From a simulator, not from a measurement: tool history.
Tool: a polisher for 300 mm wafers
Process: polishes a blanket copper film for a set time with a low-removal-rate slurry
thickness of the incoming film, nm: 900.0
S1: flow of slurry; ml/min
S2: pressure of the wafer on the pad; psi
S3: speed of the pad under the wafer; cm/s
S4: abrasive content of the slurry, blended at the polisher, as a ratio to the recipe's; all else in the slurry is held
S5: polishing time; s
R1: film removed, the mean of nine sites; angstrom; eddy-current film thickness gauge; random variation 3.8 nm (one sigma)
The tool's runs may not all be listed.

Run 1, hour 0.0: S1 320 ml/min, S2 3.0 psi, S3 126 cm/s, S4 1.00, S5 58 s. Result: R1 1903.8 angstrom.
Run 2, hour 4.6: S1 320 ml/min, S2 3.0 psi, S3 126 cm/s, S4 0.80, S5 58 s. Result: R1 1788.9 angstrom.
Run 3, hour 9.9: S1 320 ml/min, S2 3.4 psi, S3 128 cm/s, S4 0.80, S5 58 s. Result: R1 2154.3 angstrom.
Run 4, hour 12.7: S1 320 ml/min, S2 3.4 psi, S3 128 cm/s, S4 0.65, S5 58 s. Result: R1 2007.0 angstrom.
Run 5, hour 18.4: S1 320 ml/min, S2 3.4 psi, S3 128 cm/s, S4 0.80, S5 58 s. Result: R1 2089.4 angstrom.
Run 6, hour 21.6: S1 320 ml/min, S2 3.7 psi, S3 128 cm/s, S4 0.80, S5 58 s. Result: R1 2342.1 angstrom.
Run 7, hour 29.3: S1 320 ml/min, S2 3.7 psi, S3 128 cm/s, S4 0.80, S5 58 s. Result: R1 2217.3 angstrom.

Forecast run 8:
Run 8, hour 31.9: S1 320 ml/min, S2 3.9 psi, S3 130 cm/s, S4 0.80, S5 58 s. Result: R1 ?.

{"run 8": {"R1": 2386.9}}
